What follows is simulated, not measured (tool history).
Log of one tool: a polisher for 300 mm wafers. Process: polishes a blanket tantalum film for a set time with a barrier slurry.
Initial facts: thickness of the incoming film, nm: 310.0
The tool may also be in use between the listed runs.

run    day  flow of slurry (ml/min)  pressure of the wafer on the pad (psi)  speed of the pad under the wafer (cm/s)  abrasive content of the slurry  polishing time (s)  film removed (nm)
  1  0.000                      295                                     1.5                                      120                            1.00                  92            122.880
  2  0.254                      295                                     1.5                                      120                            0.85                  92            114.140
  3  0.292                      295                                     1.5                                      120                            0.95                  92            119.030
  4  0.492                      295                                     1.5                                      120                            0.95                  97            127.210
  5  0.546                      295                                     1.5                                      120                            0.95                  92            119.050
  6  0.812                      295                                     1.3                                      108                            0.95                  92             94.878
  7  1.142                      295                                     1.1                                       98                            0.95                  92             75.507
  8  1.354                      295                                     1.0                                       92                            0.95                  92             66.145
  9  1.596                      295                                     1.0                                       92                            0.95                  92             65.677
 10  1.754                      295                                     0.9                                       88                            0.95                  92             56.188

What will run 11 give?
 11  2.100                      295                                     0.8                                       88                            0.95                  92                  ?

{"run 11": {"film removed (nm)": 50.922}}

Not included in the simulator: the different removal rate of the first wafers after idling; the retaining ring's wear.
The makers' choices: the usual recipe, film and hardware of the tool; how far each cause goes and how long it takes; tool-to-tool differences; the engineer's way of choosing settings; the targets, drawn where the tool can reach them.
